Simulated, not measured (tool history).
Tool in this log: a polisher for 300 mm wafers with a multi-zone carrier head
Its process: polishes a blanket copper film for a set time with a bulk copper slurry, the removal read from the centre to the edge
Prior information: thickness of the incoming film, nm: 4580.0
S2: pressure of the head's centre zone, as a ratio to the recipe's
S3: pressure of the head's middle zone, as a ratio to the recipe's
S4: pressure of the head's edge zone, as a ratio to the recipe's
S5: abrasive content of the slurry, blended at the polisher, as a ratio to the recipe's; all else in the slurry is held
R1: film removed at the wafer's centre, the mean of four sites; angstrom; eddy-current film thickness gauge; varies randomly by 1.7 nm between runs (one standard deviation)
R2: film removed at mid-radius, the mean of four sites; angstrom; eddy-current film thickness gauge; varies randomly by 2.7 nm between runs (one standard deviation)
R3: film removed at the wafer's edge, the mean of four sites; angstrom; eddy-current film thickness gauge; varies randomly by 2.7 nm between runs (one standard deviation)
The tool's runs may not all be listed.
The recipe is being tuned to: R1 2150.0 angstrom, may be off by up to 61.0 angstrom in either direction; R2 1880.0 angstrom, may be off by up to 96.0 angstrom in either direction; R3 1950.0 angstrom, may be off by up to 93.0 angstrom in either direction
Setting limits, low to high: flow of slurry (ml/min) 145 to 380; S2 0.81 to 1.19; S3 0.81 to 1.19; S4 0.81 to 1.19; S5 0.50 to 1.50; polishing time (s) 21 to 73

Run 1, day 0.000: flow of slurry (ml/min) 245, S2 1.00, S3 1.00, S4 1.00, S5 1.00, polishing time (s) 47. Result: R1 2881.7 angstrom, R2 2910.8 angstrom, R3 3012.6 angstrom.
Run 2, day 0.300: flow of slurry (ml/min) 245, S2 1.01, S3 0.99, S4 0.98, S5 0.90, polishing time (s) 45. Result: R1 2780.1 angstrom, R2 2727.4 angstrom, R3 2781.9 angstrom.
Run 3, day 0.396: flow of slurry (ml/min) 245, S2 1.01, S3 0.97, S4 0.96, S5 0.85, polishing time (s) 44. Result: R1 2627.9 angstrom, R2 2538.4 angstrom, R3 2631.5 angstrom.
Run 4, day 0.729: flow of slurry (ml/min) 290, S2 1.01, S3 0.97, S4 0.96, S5 0.85, polishing time (s) 44. Result: R1 2722.5 angstrom, R2 2590.6 angstrom, R3 2713.8 angstrom.
Run 5, day 0.946: flow of slurry (ml/min) 280, S2 1.01, S3 0.96, S4 0.94, S5 0.80, polishing time (s) 43. Result: R1 2625.1 angstrom, R2 2519.3 angstrom, R3 2631.5 angstrom.
Run 6, day 1.175: flow of slurry (ml/min) 270, S2 1.02, S3 0.95, S4 0.93, S5 0.75, polishing time (s) 42. Result: R1 2536.4 angstrom, R2 2427.2 angstrom, R3 2464.5 angstrom.
Run 7, day 1.525: flow of slurry (ml/min) 265, S2 1.03, S3 0.93, S4 0.92, S5 0.70, polishing time (s) 41. Result: R1 2432.4 angstrom, R2 2260.7 angstrom, R3 2315.2 angstrom.
Run 8, day 1.754: flow of slurry (ml/min) 255, S2 1.03, S3 0.91, S4 0.91, S5 0.70, polishing time (s) 41. Result: R1 2417.8 angstrom, R2 2164.7 angstrom, R3 2309.5 angstrom.
Run 9, day 2.096: flow of slurry (ml/min) 245, S2 1.03, S3 0.90, S4 0.90, S5 0.65, polishing time (s) 41. Result: R1 2380.4 angstrom, R2 2088.9 angstrom, R3 2293.9 angstrom.
Run 10, day 2.129: flow of slurry (ml/min) 240, S2 1.03, S3 0.90, S4 0.89, S5 0.65, polishing time (s) 40. Result: R1 2339.5 angstrom, R2 2040.6 angstrom, R3 2171.9 angstrom.
Run 11, day 2.304: flow of slurry (ml/min) 235, S2 1.02, S3 0.90, S4 0.88, S5 0.65, polishing time (s) 40. Result: R1 2258.4 angstrom, R2 2049.7 angstrom, R3 2252.9 angstrom.
Run 12, day 2.417: flow of slurry (ml/min) 235, S2 1.03, S3 0.90, S4 0.88, S5 0.65, polishing time (s) 39. Result: R1 2248.9 angstrom, R2 2026.6 angstrom, R3 2126.4 angstrom.
Run 13, day 2.704: flow of slurry (ml/min) 230, S2 1.03, S3 0.90, S4 0.87, S5 0.65, polishing time (s) 39. Result: R1 2249.0 angstrom, R2 1956.4 angstrom, R3 2092.8 angstrom.
Run 14, day 2.942: flow of slurry (ml/min) 225, S2 1.03, S3 0.90, S4 0.86, S5 0.65, polishing time (s) 39. Result: R1 2228.8 angstrom, R2 2005.7 angstrom, R3 2067.4 angstrom.
Run 15, day 3.179: flow of slurry (ml/min) 220, S2 1.03, S3 0.90, S4 0.85, S5 0.65, polishing time (s) 39. Result: R1 2219.2 angstrom, R2 1997.9 angstrom, R3 2090.6 angstrom.
Run 16, day 3.367: flow of slurry (ml/min) 215, S2 1.03, S3 0.90, S4 0.84, S5 0.65, polishing time (s) 39. Result: R1 2220.6 angstrom, R2 1995.5 angstrom, R3 2059.3 angstrom.
Run 17, day 3.704: flow of slurry (ml/min) 210, S2 1.03, S3 0.90, S4 0.84, S5 0.65, polishing time (s) 39. Result: R1 2190.9 angstrom, R2 2020.0 angstrom, R3 2032.9 angstrom.
Run 18, day 3.738: flow of slurry (ml/min) 205, S2 1.03, S3 0.89, S4 0.84, S5 0.65, polishing time (s) 39. Result: R1 2215.0 angstrom, R2 1928.8 angstrom, R3 2086.6 angstrom.

4 candidate next runs follow, results not yet known. Just one meets every target within its allowed miss. Identify it.
Run A, day 3.771: flow of slurry (ml/min) 250, S2 1.06, S3 0.92, S4 0.91, S5 0.60, polishing time (s) 36. Result: R1 ?, R2 ?, R3 ?.
Run B, day 3.771: flow of slurry (ml/min) 260, S2 1.18, S3 0.95, S4 0.81, S5 0.55, polishing time (s) 35. Result: R1 ?, R2 ?, R3 ?.
Run C, day 3.771: flow of slurry (ml/min) 255, S2 1.13, S3 0.97, S4 0.81, S5 0.70, polishing time (s) 33. Result: R1 ?, R2 ?, R3 ?.
Run D, day 3.771: flow of slurry (ml/min) 240, S2 1.07, S3 0.88, S4 0.81, S5 0.65, polishing time (s) 39. Result: R1 ?, R2 ?, R3 ?.

move      R1      R2      R3
   A  2141.2  1869.1  1928.7
   B  2292.0  1842.5  1763.3
   C  2165.8  1851.3  1741.2
   D  2365.3  1973.0  2018.0
A: all results land within tolerance of their targets
B: takes the biggest miss from the last run beyond its target
C: takes the biggest miss from the last run beyond its target
D: gets the furthest-off result to its target, but another result is out of tolerance
The move that meets every target is A.

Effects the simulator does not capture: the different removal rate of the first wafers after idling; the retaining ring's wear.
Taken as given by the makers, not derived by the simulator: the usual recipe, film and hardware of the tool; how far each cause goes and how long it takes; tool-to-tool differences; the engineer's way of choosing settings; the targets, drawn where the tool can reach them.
